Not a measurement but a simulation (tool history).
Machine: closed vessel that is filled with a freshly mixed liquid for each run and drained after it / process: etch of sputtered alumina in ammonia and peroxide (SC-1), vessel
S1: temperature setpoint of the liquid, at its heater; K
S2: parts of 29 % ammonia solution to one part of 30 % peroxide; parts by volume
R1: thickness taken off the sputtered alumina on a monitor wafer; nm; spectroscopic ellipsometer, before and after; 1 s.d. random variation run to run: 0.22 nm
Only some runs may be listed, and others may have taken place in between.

{"run": 1, "day": 0.0, "S1": 324.15, "S2": 0.95, "time in the liquid (s)": 305, "R1": 15.467}
{"run": 2, "day": 0.162, "S1": 320.15, "S2": 0.95, "time in the liquid (s)": 305, "R1": 12.194}
{"run": 3, "day": 0.467, "S1": 320.15, "S2": 0.85, "time in the liquid (s)": 305, "R1": 12.087}
{"run": 4, "day": 0.646, "S1": 320.15, "S2": 0.7, "time in the liquid (s)": 305, "R1": 12.071}
{"run": 5, "day": 0.842, "S1": 322.15, "S2": 0.7, "time in the liquid (s)": 305, "R1": 13.307}
{"run": 6, "day": 1.212, "S1": 323.65, "S2": 0.7, "time in the liquid (s)": 305, "R1": 14.325}
{"run": 7, "day": 1.342, "S1": 325.15, "S2": 0.7, "time in the liquid (s)": 305, "R1": 15.456}
{"run": 8, "day": 1.475, "S1": 326.65, "S2": 0.7, "time in the liquid (s)": 305, "R1": 16.982}
{"run": 9, "day": 1.621, "S1": 327.65, "S2": 0.7, "time in the liquid (s)": 305, "R1": 17.741}
{"run": 10, "day": 1.658, "S1": 328.65, "S2": 0.7, "time in the liquid (s)": 305, "R1": 18.953}
{"run": 11, "day": 1.933, "S1": 328.65, "S2": 0.7, "time in the liquid (s)": 305, "R1": 18.989}

Run 12, settings as shown, results not yet in. Your forecast:
{"run": 12, "day": 2.162, "S1": 329.15, "S2": 0.7, "time in the liquid (s)": 305, "R1": "?"}

{"run 12": {"R1": 19.217}}
